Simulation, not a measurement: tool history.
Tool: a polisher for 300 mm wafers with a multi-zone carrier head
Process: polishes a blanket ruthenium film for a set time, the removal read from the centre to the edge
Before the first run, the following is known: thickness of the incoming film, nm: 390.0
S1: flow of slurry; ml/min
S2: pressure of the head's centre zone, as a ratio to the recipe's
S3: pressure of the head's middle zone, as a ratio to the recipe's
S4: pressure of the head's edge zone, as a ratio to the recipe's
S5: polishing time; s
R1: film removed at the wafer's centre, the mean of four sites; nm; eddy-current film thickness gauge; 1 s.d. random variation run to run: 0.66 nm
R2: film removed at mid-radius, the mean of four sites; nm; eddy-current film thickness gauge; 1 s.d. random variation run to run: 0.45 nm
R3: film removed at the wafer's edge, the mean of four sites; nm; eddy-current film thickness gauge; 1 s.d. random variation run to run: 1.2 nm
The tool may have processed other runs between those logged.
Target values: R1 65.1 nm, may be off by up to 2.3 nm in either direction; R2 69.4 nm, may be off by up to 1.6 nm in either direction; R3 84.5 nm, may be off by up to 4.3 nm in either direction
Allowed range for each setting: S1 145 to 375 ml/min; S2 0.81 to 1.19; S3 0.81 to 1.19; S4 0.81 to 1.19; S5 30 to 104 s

run  hour   S1    S2    S3    S4  S5      R1      R2      R3
  1     0  240     1     1     1  67  50.855  50.736  53.694
  2   1.8  235  0.98  0.99  1.04  72  54.765  54.784  57.462
  3   3.1  280  0.98  0.99  1.04  72  56.242  56.079  58.682
  4   6.2  280  0.98  0.99  1.04  57  44.823  43.639  45.998
  5  12.2  250  0.95  0.96  1.07  65  47.551  47.775  53.743
  6  14.6  250  0.95  0.96  0.99  65  48.383  48.519  51.697
  7  21.5  230  0.94  0.95  1.02  71   51.93  51.522  55.606
     22.9  -- worn pad replaced by a new one
  8  22.9  300  0.84  0.89  1.12  89  68.474  71.364  84.807

5 next moves are on the table. One of them brings every result within its allowed miss. Which?
  A  24.3  315  0.88  0.82  1.16  91   ?   ?   ?
  B  24.3  265  0.91  0.97  1.05  88   ?   ?   ?
  C  24.3  325  0.85  0.86  1.14  91   ?   ?   ?
  D  24.3  370  0.88  0.81  1.03  94   ?   ?   ?
  E  24.3  290  0.81  0.88  1.14  88   ?   ?   ?

move      R1      R2      R3
   A  72.281   67.55  88.296
   B  70.773  73.803  79.969
   C  70.296   70.45  87.649
   D  75.788  70.046  86.818
   E  64.352  68.707  84.048
A: its largest miss is bigger than the last run's
B: its largest miss is bigger than the last run's
C: its largest miss is bigger than the last run's
D: its largest miss is bigger than the last run's
E: each result inside its tolerance
E meets every target.
